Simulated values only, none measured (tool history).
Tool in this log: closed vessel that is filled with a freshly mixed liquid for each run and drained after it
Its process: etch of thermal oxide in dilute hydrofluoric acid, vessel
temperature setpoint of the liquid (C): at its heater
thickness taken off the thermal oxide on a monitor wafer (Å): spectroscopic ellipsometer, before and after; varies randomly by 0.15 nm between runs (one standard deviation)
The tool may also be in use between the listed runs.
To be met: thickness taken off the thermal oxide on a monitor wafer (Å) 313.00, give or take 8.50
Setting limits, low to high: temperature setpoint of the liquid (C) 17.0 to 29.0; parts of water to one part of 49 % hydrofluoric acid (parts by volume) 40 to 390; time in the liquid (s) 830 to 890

run	day	temperature setpoint of the liquid (C)	parts of water to one part of 49 % hydrofluoric acid (parts by volume)	time in the liquid (s)	thickness taken off the thermal oxide on a monitor wafer (Å)
1	0.000	21.0	215	830	165.77
2	0.342	22.0	205	830	181.36
3	0.604	22.0	205	830	182.88
4	0.788	22.0	205	830	183.23
5	0.954	23.0	200	830	194.91
6	1.050	23.0	235	830	159.20
7	1.300	27.0	145	830	330.94
8	1.342	26.5	145	830	322.67

5 candidate next runs follow, results not yet known. Just one meets every target within its allowed miss. Identify it.
A	1.383	25.0	150	830	?
B	1.383	25.5	160	885	?
C	1.383	25.0	145	890	?
D	1.383	27.0	145	845	?
E	1.383	25.5	145	830	?

move	thickness taken off the thermal oxide on a monitor wafer (Å)
A	292.50
B	294.17
C	326.47
D	333.61
E	310.15
A: carries the result that was furthest off beyond its target, to the other side
B: carries the result that was furthest off beyond its target, to the other side
C: the biggest miss grows against the last run
D: the biggest miss grows against the last run
E: all results in spec
Correct choice: E, which meets every target

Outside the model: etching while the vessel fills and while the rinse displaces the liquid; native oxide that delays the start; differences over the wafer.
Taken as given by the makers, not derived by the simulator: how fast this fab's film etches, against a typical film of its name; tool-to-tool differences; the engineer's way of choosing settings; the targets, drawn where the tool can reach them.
